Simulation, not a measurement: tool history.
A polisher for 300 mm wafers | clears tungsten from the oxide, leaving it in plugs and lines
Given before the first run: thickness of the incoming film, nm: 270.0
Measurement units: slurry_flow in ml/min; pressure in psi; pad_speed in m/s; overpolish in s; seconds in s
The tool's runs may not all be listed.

run 1 day=0.000 | slurry_flow=280 pressure=2.7 pad_speed=1.30 slurry_solids=1.0 overpolish=6 | seconds=79.759
run 2 day=0.292 | slurry_flow=280 pressure=2.5 pad_speed=1.28 slurry_solids=1.0 overpolish=6 | seconds=85.957
run 3 day=0.462 | slurry_flow=250 pressure=2.5 pad_speed=1.28 slurry_solids=1.0 overpolish=6 | seconds=86.157
run 4 day=0.600 | slurry_flow=250 pressure=2.3 pad_speed=1.26 slurry_solids=1.0 overpolish=6 | seconds=92.166
run 5 day=0.896 | slurry_flow=250 pressure=2.3 pad_speed=1.26 slurry_solids=0.9 overpolish=6 | seconds=93.091
run 6 day=1.246 | slurry_flow=250 pressure=2.2 pad_speed=1.26 slurry_solids=0.9 overpolish=6 | seconds=99.813
run 7 day=1.279 | slurry_flow=250 pressure=2.1 pad_speed=1.26 slurry_solids=0.9 overpolish=6 | seconds=103.260

Run 8 is up next; what results do you expect?
run 8 day=1.533 | slurry_flow=250 pressure=2.0 pad_speed=1.26 slurry_solids=0.9 overpolish=6 | seconds=?

seconds: 106.930 s
